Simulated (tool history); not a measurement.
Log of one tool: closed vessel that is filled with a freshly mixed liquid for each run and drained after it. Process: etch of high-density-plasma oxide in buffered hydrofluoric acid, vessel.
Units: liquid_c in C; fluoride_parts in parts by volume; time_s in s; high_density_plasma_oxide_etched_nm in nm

| run | hour | liquid_c | fluoride_parts | time_s | high_density_plasma_oxide_etched_nm |
|---|---|---|---|---|---|
| 1 | 0 | 21 | 12 | 95 | 81.889 |
| 2 | 1.7 | 22 | 12 | 95 | 86.458 |
| 3 | 10.1 | 22 | 12 | 95 | 84.817 |
| 4 | 14.2 | 22 | 13.5 | 95 | 76.848 |
| 5 | 19.4 | 23.5 | 13.5 | 95 | 82.843 |
| 6 | 21.1 | 24.5 | 13.5 | 95 | 87.436 |
| 7 | 27.6 | 25.5 | 13.5 | 95 | 92.072 |

Run 8 comes next. What will it give?
| 8 | 29.8 | 26 | 13.5 | 95 | ? |

{"run 8": {"high_density_plasma_oxide_etched_nm": 94.624}}
